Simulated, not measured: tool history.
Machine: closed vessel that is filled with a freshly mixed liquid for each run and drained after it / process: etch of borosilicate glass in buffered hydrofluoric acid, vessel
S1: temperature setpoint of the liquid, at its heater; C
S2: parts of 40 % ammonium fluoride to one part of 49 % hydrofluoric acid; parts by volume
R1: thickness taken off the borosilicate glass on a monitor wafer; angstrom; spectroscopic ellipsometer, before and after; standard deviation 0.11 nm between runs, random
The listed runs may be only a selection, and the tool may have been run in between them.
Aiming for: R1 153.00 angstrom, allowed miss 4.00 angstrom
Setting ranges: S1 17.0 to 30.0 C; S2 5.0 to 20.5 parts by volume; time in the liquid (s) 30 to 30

Run 1, hour 0.0: S1 22.0 C, S2 12.5 parts by volume, time in the liquid (s) 30. Result: R1 275.01 angstrom.
Run 2, hour 4.5: S1 22.0 C, S2 9.5 parts by volume, time in the liquid (s) 30. Result: R1 352.20 angstrom.
Run 3, hour 13.2: S1 22.0 C, S2 9.5 parts by volume, time in the liquid (s) 30. Result: R1 353.68 angstrom.
Run 4, hour 22.2: S1 22.0 C, S2 9.5 parts by volume, time in the liquid (s) 30. Result: R1 350.31 angstrom.
Run 5, hour 27.9: S1 20.5 C, S2 12.0 parts by volume, time in the liquid (s) 30. Result: R1 266.02 angstrom.
Run 6, hour 34.6: S1 20.5 C, S2 12.0 parts by volume, time in the liquid (s) 30. Result: R1 263.06 angstrom.
Run 7, hour 39.5: S1 19.5 C, S2 13.5 parts by volume, time in the liquid (s) 30. Result: R1 222.38 angstrom.
Run 8, hour 45.1: S1 18.5 C, S2 14.5 parts by volume, time in the liquid (s) 30. Result: R1 198.05 angstrom.
Run 9, hour 50.2: S1 18.0 C, S2 15.5 parts by volume, time in the liquid (s) 30. Result: R1 177.78 angstrom.
Run 10, hour 56.5: S1 17.5 C, S2 16.0 parts by volume, time in the liquid (s) 30. Result: R1 168.16 angstrom.
Run 11, hour 58.6: S1 17.5 C, S2 16.5 parts by volume, time in the liquid (s) 30. Result: R1 162.42 angstrom.

Exercise: of the 4 proposed moves below, exactly one satisfies all targets within the stated allowed misses. Which move is it?
Run A, hour 60.7: S1 17.0 C, S2 16.0 parts by volume, time in the liquid (s) 30. Result: R1 ?.
Run B, hour 60.7: S1 17.0 C, S2 17.0 parts by volume, time in the liquid (s) 30. Result: R1 ?.
Run C, hour 60.7: S1 20.5 C, S2 19.0 parts by volume, time in the liquid (s) 30. Result: R1 ?.
Run D, hour 60.7: S1 19.0 C, S2 17.0 parts by volume, time in the liquid (s) 30. Result: R1 ?.

move      R1
   A  163.98
   B  154.39
   C  167.83
   D  172.57
A: lands further from the targets than the last run did
B: every result within its allowed miss
C: lands further from the targets than the last run did
D: lands further from the targets than the last run did
Correct choice: B, which meets every target
